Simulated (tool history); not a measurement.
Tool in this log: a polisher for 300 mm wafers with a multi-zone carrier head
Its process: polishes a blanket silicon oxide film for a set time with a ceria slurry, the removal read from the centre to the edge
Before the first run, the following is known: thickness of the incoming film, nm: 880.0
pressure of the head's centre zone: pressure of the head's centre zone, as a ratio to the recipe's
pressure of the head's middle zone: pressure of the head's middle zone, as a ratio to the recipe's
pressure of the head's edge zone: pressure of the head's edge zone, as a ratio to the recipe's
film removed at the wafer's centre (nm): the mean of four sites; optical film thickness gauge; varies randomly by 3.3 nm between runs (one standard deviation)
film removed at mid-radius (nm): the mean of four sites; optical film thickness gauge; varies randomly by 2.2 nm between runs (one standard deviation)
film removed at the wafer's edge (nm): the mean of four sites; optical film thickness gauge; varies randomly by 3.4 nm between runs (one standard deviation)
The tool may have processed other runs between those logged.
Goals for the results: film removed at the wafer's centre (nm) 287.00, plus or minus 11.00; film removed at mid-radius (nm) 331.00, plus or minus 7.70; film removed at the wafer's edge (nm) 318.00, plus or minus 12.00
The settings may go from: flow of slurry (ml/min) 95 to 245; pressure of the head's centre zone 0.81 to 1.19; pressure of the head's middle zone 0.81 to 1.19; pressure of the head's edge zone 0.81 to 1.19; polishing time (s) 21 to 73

run  hour  flow of slurry (ml/min)  pressure of the head's centre zone  pressure of the head's middle zone  pressure of the head's edge zone  polishing time (s)  film removed at the wafer's centre (nm)  film removed at mid-radius (nm)  film removed at the wafer's edge (nm)
  1   0.0                      155                                1.00                                1.00                              1.00                  47                                   248.89                           247.88                                 255.45
  2   6.8                      160                                1.00                                1.02                              1.02                  48                                   251.35                           260.48                                 261.60
  3  15.7                      165                                1.00                                1.03                              1.04                  49                                   262.79                           271.93                                 266.15
  4  21.0                      165                                0.99                                1.03                              1.04                  50                                   255.43                           274.87                                 276.78
  5  22.8                      170                                0.99                                1.04                              1.05                  51                                   268.92                           281.68                                 280.71
  6  25.6                      170                                0.99                                1.04                              1.05                  58                                   308.63                           324.01                                 318.68
  7  30.6                      170                                0.98                                1.04                              1.05                  58                                   295.30                           322.83                                 322.23
  8  36.8                      175                                0.97                                1.06                              1.04                  58                                   302.18                           336.73                                 320.76
  9  37.6                      175                                0.97                                1.06                              1.04                  58                                   296.93                           332.84                                 319.70

4 next moves are on the table. One of them brings every result within its allowed miss. Which?
  A  38.4                      155                                1.03                                1.07                              1.04                  59                                        ?                                ?                                      ?
  B  38.4                      100                                0.90                                1.06                              1.08                  67                                        ?                                ?                                      ?
  C  38.4                      165                                0.92                                1.05                              1.01                  59                                        ?                                ?                                      ?
  D  38.4                      220                                0.99                                1.10                              1.02                  56                                        ?                                ?                                      ?

move  film removed at the wafer's centre (nm)  film removed at mid-radius (nm)  film removed at the wafer's edge (nm)
   A                                   316.27                           333.05                                 318.95
   B                                   274.51                           334.41                                 340.63
   C                                   286.11                           331.96                                 317.28
   D                                   308.02                           343.15                                 312.81
A: misses by more than the last run did
B: pushes the last run's worst result past its target
C: all results in spec
D: misses by more than the last run did
Move C is the one to make.

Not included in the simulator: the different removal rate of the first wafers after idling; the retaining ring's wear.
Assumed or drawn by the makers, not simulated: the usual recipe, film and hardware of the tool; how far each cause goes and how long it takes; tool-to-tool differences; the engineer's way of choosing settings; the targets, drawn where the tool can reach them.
